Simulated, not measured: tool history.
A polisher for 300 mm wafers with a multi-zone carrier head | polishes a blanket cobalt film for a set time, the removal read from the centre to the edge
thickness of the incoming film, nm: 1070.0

run  hour  flow of slurry (ml/min)  pressure of the head's centre zone  pressure of the head's middle zone  pressure of the head's edge zone  polishing time (s)  film removed at the wafer's centre (angstrom)  film removed at mid-radius (angstrom)  film removed at the wafer's edge (angstrom)
  1   0.0                      175                                1.00                                1.00                              1.00                  39                                         2993.2                                 2965.4                                       3014.6
  2   7.7                      145                                1.00                                1.00                              1.00                  39                                         2834.2                                 2821.4                                       2978.5
  3  13.1                      170                                1.03                                1.04                              1.02                  42                                         3333.4                                 3265.7                                       3318.9
  4  18.9                      170                                1.03                                1.04                              1.02                  34                                         2623.8                                 2653.5                                       2707.2
  5  25.0                      190                                1.05                                1.08                              1.02                  38                                         3042.1                                 3148.7                                       3035.1
  6  28.8                      205                                1.08                                1.10                              1.02                  41                                         3428.7                                 3527.4                                       3298.2
  7  32.6                      215                                1.11                                1.11                              1.02                  43                                         3612.3                                 3716.1                                       3530.0
  8  36.5                      220                                1.13                                1.12                              0.97                  46                                         4113.9                                 3998.7                                       3637.4
  9  38.4                      225                                1.14                                1.14                              0.97                  47                                         4246.3                                 4148.1                                       3743.9

The next listed run, before its measurement:
 10  39.2                      225                                1.14                                1.14                              0.97                  47                                              ?                                      ?                                            ?

Run 10 gave film removed at the wafer's centre (angstrom) 4280.8, film removed at mid-radius (angstrom) 4204.2, film removed at the wafer's edge (angstrom) 3723.5.
